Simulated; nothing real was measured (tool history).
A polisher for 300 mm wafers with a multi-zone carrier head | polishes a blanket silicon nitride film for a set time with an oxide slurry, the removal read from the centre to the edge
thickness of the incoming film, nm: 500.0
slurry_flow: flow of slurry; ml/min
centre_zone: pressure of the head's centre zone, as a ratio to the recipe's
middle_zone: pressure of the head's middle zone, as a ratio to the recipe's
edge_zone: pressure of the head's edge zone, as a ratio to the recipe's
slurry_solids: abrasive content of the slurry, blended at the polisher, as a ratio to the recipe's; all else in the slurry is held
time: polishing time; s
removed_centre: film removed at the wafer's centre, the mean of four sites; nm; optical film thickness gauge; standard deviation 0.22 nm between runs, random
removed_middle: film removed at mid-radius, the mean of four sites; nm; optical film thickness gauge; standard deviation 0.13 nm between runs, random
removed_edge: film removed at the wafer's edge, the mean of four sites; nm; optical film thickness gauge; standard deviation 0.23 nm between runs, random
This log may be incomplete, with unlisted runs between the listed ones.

run,hour,slurry_flow,centre_zone,middle_zone,edge_zone,slurry_solids,time,removed_centre,removed_middle,removed_edge
1,0,235,1,1,1,1,57,21.933,21.248,21.653
2,3.5,235,1,1,1,1.15,57,23.341,22.504,22.482
3,4.5,230,1.01,0.97,0.99,1.1,57,23.049,21.689,21.597
4,12.1,230,1.01,0.97,0.92,1.1,57,22.963,21.331,21.09
5,16.7,225,1.02,0.95,0.94,1.05,57,23.008,20.353,20.89
6,24.5,225,1.02,0.95,0.97,1.05,57,22.546,20.411,21.22

Run 7, settings as shown, results not yet in. Your forecast:
7,25.4,225,1.02,0.95,0.97,1.05,57,?,?,?

removed_centre: 22.799 nm
removed_middle: 20.721 nm
removed_edge: 21.408 nm
